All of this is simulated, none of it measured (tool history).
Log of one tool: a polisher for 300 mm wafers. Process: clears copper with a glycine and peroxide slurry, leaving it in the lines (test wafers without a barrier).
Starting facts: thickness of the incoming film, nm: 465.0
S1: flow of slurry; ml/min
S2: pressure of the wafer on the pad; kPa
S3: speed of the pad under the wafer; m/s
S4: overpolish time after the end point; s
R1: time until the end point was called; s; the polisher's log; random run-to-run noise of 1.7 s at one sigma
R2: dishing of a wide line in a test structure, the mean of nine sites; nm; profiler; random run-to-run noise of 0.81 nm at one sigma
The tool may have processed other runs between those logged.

{"run": 1, "hour": 0.0, "S1": 315, "S2": 11.7, "S3": 0.94, "S4": 14, "R1": 163.55, "R2": 28.475}
{"run": 2, "hour": 6.0, "S1": 315, "S2": 11.7, "S3": 0.94, "S4": 9, "R1": 162.53, "R2": 18.775}
{"run": 3, "hour": 13.4, "S1": 315, "S2": 13.1, "S3": 0.98, "S4": 11, "R1": 146.86, "R2": 25.123}
{"run": 4, "hour": 21.1, "S1": 315, "S2": 13.1, "S3": 1.18, "S4": 11, "R1": 125.8, "R2": 27.496}
{"run": 5, "hour": 28.3, "S1": 315, "S2": 13.1, "S3": 1.18, "S4": 9, "R1": 124.26, "R2": 23.692}
{"run": 6, "hour": 34.1, "S1": 315, "S2": 13.1, "S3": 1.3, "S4": 9, "R1": 117.24, "R2": 25.036}

What does the tool deliver on the next run?
{"run": 7, "hour": 40.0, "S1": 315, "S2": 13.8, "S3": 1.3, "S4": 11, "R1": "?", "R2": "?"}

{"run 7": {"R1": 111.37, "R2": 30.658}}
